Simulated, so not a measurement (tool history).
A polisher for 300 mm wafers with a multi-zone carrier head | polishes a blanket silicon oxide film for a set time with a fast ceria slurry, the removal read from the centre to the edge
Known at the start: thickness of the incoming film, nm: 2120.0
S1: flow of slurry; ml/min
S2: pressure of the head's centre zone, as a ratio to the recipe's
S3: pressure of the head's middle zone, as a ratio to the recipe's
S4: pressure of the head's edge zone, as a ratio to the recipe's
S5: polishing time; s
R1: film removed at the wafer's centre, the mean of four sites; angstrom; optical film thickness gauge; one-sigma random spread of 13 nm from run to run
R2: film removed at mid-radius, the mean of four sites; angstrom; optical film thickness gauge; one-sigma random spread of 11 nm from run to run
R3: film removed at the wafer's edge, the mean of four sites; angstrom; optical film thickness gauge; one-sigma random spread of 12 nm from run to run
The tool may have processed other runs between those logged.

{"run": 1, "day": 0.0, "S1": 145, "S2": 1.0, "S3": 1.0, "S4": 1.0, "S5": 47, "R1": 6100.6, "R2": 6196.2, "R3": 6233.3}
{"run": 2, "day": 0.217, "S1": 150, "S2": 1.01, "S3": 1.01, "S4": 1.01, "S5": 49, "R1": 6510.1, "R2": 6692.6, "R3": 6496.7}
{"run": 3, "day": 0.454, "S1": 150, "S2": 0.97, "S3": 1.01, "S4": 1.01, "S5": 49, "R1": 6182.3, "R2": 6616.9, "R3": 6564.6}
{"run": 4, "day": 0.762, "S1": 150, "S2": 0.91, "S3": 1.01, "S4": 1.01, "S5": 49, "R1": 5770.1, "R2": 6740.0, "R3": 6525.6}
{"run": 5, "day": 0.821, "S1": 155, "S2": 0.93, "S3": 1.01, "S4": 1.02, "S5": 51, "R1": 6337.8, "R2": 6894.7, "R3": 6841.1}
{"run": 6, "day": 1.067, "S1": 155, "S2": 0.86, "S3": 1.01, "S4": 1.02, "S5": 51, "R1": 5851.3, "R2": 7025.7, "R3": 6958.4}
{"run": 7, "day": 1.179, "S1": 160, "S2": 0.88, "S3": 1.01, "S4": 1.03, "S5": 52, "R1": 6106.2, "R2": 7170.4, "R3": 7051.7}
{"run": 8, "day": 1.508, "S1": 160, "S2": 0.9, "S3": 1.01, "S4": 1.03, "S5": 54, "R1": 6695.5, "R2": 7350.9, "R3": 7262.9}
{"run": 9, "day": 1.717, "S1": 160, "S2": 0.91, "S3": 1.01, "S4": 1.04, "S5": 55, "R1": 6541.5, "R2": 7607.5, "R3": 7346.7}
{"run": 10, "day": 1.971, "S1": 165, "S2": 0.92, "S3": 1.0, "S4": 1.03, "S5": 57, "R1": 7002.6, "R2": 7851.0, "R3": 7766.6}

Forecast run 11:
{"run": 11, "day": 2.038, "S1": 170, "S2": 0.94, "S3": 1.0, "S4": 1.03, "S5": 58, "R1": "?", "R2": "?", "R3": "?"}

Run 11 yielded R1 7304.5 angstrom, R2 8023.4 angstrom, R3 7993.6 angstrom.

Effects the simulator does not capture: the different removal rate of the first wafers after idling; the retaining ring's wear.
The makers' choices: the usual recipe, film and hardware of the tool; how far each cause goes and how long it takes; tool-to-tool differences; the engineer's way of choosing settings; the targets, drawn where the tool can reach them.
